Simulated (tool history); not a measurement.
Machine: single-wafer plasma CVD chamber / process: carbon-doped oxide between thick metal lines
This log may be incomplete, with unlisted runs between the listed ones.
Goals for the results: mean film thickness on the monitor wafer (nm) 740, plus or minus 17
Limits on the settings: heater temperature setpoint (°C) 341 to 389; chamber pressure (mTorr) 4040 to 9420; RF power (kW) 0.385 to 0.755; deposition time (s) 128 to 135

run  hour  heater temperature setpoint (°C)  chamber pressure (mTorr)  RF power (kW)  deposition time (s)  mean film thickness on the monitor wafer (nm)
  1     0                               365                      6730           0.57                  135                                         661.65
  2   6.2                               365                      5560           0.57                  135                                         647.36
  3   9.3                               372                      5560           0.57                  135                                         639.53
  4  10.4                               370                      5900           0.61                  135                                          664.6
  5  13.2                               370                      4970           0.61                  135                                         654.95
  6  14.5                               368                      5370          0.645                  135                                          686.7
  7  18.6                               366                      5640           0.66                  135                                         695.81
  8    20                               365                      5820           0.68                  135                                         710.89
  9  20.7                               364                      5940          0.695                  135                                         719.69

Of the 4 settings listed for the next run, only one would bring every result within its allowed miss of target. Which one?
  A  21.4                               362                      5680           0.75                  133                                              ?
  B  21.4                               370                      6520           0.69                  130                                              ?
  C  21.4                               368                      5910           0.68                  135                                              ?
  D  21.4                               363                      5770          0.705                  128                                              ?

move  mean film thickness on the monitor wafer (nm)
   A                                         736.31
   B                                         688.28
   C                                         704.93
   D                                         686.05
A: all results land within tolerance of their targets
B: lands further from the targets than the last run did
C: lands further from the targets than the last run did
D: lands further from the targets than the last run did
Answer: A
